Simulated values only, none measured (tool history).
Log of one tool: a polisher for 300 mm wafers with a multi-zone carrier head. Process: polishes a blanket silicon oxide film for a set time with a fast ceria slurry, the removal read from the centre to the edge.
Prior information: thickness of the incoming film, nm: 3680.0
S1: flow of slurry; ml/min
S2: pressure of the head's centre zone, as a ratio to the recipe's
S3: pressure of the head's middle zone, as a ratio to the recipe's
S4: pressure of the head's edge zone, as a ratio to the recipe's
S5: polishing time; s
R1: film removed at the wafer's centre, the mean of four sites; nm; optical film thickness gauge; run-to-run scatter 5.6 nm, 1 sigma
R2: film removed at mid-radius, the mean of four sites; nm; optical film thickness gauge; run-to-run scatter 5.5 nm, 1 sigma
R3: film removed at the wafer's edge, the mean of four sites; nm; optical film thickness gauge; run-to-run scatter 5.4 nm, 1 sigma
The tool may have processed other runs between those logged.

run,hour,S1,S2,S3,S4,S5,R1,R2,R3
1,0,155,1,1,1,32,649.87,651.98,664.16
2,5.4,170,1,1,1,32,666.54,663.05,657.6
3,11.4,140,1,1,1,32,642.16,636.58,634.71
4,13.2,140,1,1,0.92,32,634.03,636.92,623.53
5,13.8,140,1,1,0.85,32,631.6,630.49,595.3
6,18.1,140,1.07,1,0.85,32,677.61,632.78,606.35

What will run 7 give?
7,25.7,135,1.06,0.99,0.87,32,?,?,?

R1: 660.85 nm
R2: 629.93 nm
R3: 593.28 nm

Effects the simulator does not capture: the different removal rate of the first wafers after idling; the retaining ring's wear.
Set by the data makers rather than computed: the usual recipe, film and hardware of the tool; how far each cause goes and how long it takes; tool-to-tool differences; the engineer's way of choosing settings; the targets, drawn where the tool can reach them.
